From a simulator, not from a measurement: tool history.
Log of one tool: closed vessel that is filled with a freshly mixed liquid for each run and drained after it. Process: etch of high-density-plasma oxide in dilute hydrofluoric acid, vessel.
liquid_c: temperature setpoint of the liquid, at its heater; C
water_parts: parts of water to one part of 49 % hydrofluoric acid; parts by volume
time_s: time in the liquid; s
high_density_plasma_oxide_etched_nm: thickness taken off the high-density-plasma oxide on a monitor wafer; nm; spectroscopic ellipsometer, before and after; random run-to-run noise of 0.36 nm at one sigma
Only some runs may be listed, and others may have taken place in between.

run  hour  liquid_c  water_parts  time_s  high_density_plasma_oxide_etched_nm
  1   0.0      20.0          155    2950                               91.068
  2   8.4      19.0          170    2950                               79.991
  3  11.4      22.0          170    2950                               88.577
  4  15.5      20.0          170    2950                               82.231
  5  23.7      19.0          185    2950                               71.048
  6  26.6      18.5          195    2950                               66.481

Run 7 comes next. What will it give?
  7  30.0      18.5          195    2950                                    ?

{"run 7": {"high_density_plasma_oxide_etched_nm": 66.04}}

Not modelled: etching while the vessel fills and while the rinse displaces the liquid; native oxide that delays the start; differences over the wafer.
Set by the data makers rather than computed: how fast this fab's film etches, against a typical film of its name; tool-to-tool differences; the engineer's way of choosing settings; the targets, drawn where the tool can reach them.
